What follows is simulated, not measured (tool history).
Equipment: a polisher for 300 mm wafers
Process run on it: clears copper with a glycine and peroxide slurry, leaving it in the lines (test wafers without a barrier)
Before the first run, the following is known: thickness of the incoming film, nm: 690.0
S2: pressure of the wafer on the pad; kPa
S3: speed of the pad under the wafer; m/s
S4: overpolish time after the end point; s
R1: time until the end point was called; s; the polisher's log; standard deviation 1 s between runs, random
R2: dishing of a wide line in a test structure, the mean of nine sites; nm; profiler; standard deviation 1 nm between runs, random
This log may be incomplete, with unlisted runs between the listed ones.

Run 1, hour 0: flow of slurry (ml/min) 250, S2 22.8 kPa, S3 0.8 m/s, S4 19 s. Result: R1 119.5 s, R2 62.96 nm.
Run 2, hour 1.9: flow of slurry (ml/min) 250, S2 22.8 kPa, S3 0.98 m/s, S4 19 s. Result: R1 103.49 s, R2 66.431 nm.
Run 3, hour 9.8: flow of slurry (ml/min) 250, S2 23.4 kPa, S3 0.98 m/s, S4 19 s. Result: R1 100.32 s, R2 66.873 nm.
Run 4, hour 16.1: flow of slurry (ml/min) 250, S2 23.4 kPa, S3 0.78 m/s, S4 19 s. Result: R1 118.19 s, R2 59.562 nm.
Run 5, hour 17.3: flow of slurry (ml/min) 250, S2 18.6 kPa, S3 0.78 m/s, S4 19 s. Result: R1 139.18 s, R2 53.561 nm.
Run 6, hour 19.5: flow of slurry (ml/min) 290, S2 18.6 kPa, S3 0.78 m/s, S4 19 s. Result: R1 141.36 s, R2 53.168 nm.
Run 7, hour 25.5: flow of slurry (ml/min) 290, S2 22.1 kPa, S3 0.8 m/s, S4 19 s. Result: R1 120.55 s, R2 58.706 nm.

Run 8 comes next. What will it give?
Run 8, hour 27.1: flow of slurry (ml/min) 290, S2 24.1 kPa, S3 0.8 m/s, S4 19 s. Result: R1 ?, R2 ?.

R1: 114.76 s
R2: 65.895 nm
